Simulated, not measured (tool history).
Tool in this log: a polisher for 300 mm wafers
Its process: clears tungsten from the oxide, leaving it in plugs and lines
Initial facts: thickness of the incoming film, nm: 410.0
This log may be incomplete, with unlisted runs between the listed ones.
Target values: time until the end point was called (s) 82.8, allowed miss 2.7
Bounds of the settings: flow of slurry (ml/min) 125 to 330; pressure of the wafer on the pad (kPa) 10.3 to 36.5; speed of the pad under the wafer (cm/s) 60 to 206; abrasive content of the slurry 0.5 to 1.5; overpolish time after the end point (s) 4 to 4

run	hour	flow of slurry (ml/min)	pressure of the wafer on the pad (kPa)	speed of the pad under the wafer (cm/s)	abrasive content of the slurry	overpolish time after the end point (s)	time until the end point was called (s)
1	0	210	23.4	132	1	4	68.666
2	2.8	210	23.4	132	1	4	68.831
3	8.2	210	23.4	156	1	4	58.013
4	16.1	210	23.4	156	1	4	57.655
5	17.6	210	22.1	156	1	4	61.683
6	26.6	210	22.1	156	0.8	4	64.464
7	28.6	210	20.7	156	0.8	4	68.289
8	36.9	210	20	156	0.8	4	70.349
9	37.6	210	20	156	0.8	4	69.741

Pick the move, out of 4, that brings all results within their allowed miss; only one does.
A	38.3	200	15.2	148	0.9	4	?
B	38.3	210	16.5	132	1	4	?
C	38.3	235	12.4	190	0.75	4	?
D	38.3	235	15.2	142	0.8	4	?

move	time until the end point was called (s)
A	87.794
B	88.956
C	81.343
D	92.054
A: takes the biggest miss from the last run beyond its target
B: takes the biggest miss from the last run beyond its target
C: each result inside its tolerance
D: takes the biggest miss from the last run beyond its target
Go with C: it meets all targets.
